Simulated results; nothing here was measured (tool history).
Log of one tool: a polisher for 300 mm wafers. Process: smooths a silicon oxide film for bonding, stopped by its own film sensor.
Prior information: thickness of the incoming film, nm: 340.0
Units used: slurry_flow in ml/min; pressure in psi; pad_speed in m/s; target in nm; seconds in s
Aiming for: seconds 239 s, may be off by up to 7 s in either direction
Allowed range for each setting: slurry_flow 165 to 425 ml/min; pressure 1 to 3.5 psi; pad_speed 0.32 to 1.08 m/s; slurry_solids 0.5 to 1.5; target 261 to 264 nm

run 1 day=0 | slurry_flow=275 pressure=2.2 pad_speed=0.7 slurry_solids=1 target=264 | seconds=125.85
run 2 day=0.058 | slurry_flow=310 pressure=2.2 pad_speed=0.7 slurry_solids=1 target=264 | seconds=125.81
run 3 day=0.225 | slurry_flow=310 pressure=2 pad_speed=0.68 slurry_solids=1 target=264 | seconds=138.1
run 4 day=0.392 | slurry_flow=310 pressure=1.4 pad_speed=0.68 slurry_solids=1 target=264 | seconds=192.03
run 5 day=0.612 | slurry_flow=310 pressure=1 pad_speed=0.68 slurry_solids=1 target=264 | seconds=258.81
run 6 day=0.804 | slurry_flow=310 pressure=1 pad_speed=0.68 slurry_solids=1 target=261 | seconds=270.77
run 7 day=0.842 | slurry_flow=310 pressure=1 pad_speed=0.68 slurry_solids=1 target=261 | seconds=272.84
run 8 day=1.167 | slurry_flow=315 pressure=1 pad_speed=0.68 slurry_solids=1 target=261 | seconds=270.98
run 9 day=1.483 | slurry_flow=315 pressure=1 pad_speed=0.68 slurry_solids=1 target=261 | seconds=267.95
run 10 day=1.662 | slurry_flow=325 pressure=1 pad_speed=0.68 slurry_solids=1 target=261 | seconds=268.58
run 11 day=1.85 | slurry_flow=330 pressure=1 pad_speed=0.68 slurry_solids=1 target=261 | seconds=272.94
run 12 day=1.958 | slurry_flow=330 pressure=1.1 pad_speed=0.68 slurry_solids=1 target=261 | seconds=247.34
run 13 day=2 | slurry_flow=335 pressure=1.1 pad_speed=0.68 slurry_solids=1 target=261 | seconds=249.65
run 14 day=2.133 | slurry_flow=340 pressure=1.1 pad_speed=0.68 slurry_solids=1 target=261 | seconds=248.34

Pick the move, out of 5, that brings all results within their allowed miss; only one does.
run A day=2.267 | slurry_flow=335 pressure=1.3 pad_speed=0.66 slurry_solids=0.9 target=264 | seconds=?
run B day=2.267 | slurry_flow=360 pressure=1.2 pad_speed=0.7 slurry_solids=0.85 target=264 | seconds=?
run C day=2.267 | slurry_flow=355 pressure=1.3 pad_speed=0.36 slurry_solids=1 target=264 | seconds=?
run D day=2.267 | slurry_flow=305 pressure=1.2 pad_speed=0.7 slurry_solids=0.95 target=264 | seconds=?
run E day=2.267 | slurry_flow=210 pressure=1 pad_speed=0.7 slurry_solids=1.15 target=261 | seconds=?

move=A seconds=226.64
move=B seconds=245.9
move=C seconds=269.46
move=D seconds=230.42
move=E seconds=262.52
A: takes the biggest miss from the last run beyond its target
B: each result inside its tolerance
C: lands further from the targets than the last run did
D: takes the biggest miss from the last run beyond its target
E: lands further from the targets than the last run did
So the answer is move B, the one that meets all the targets.
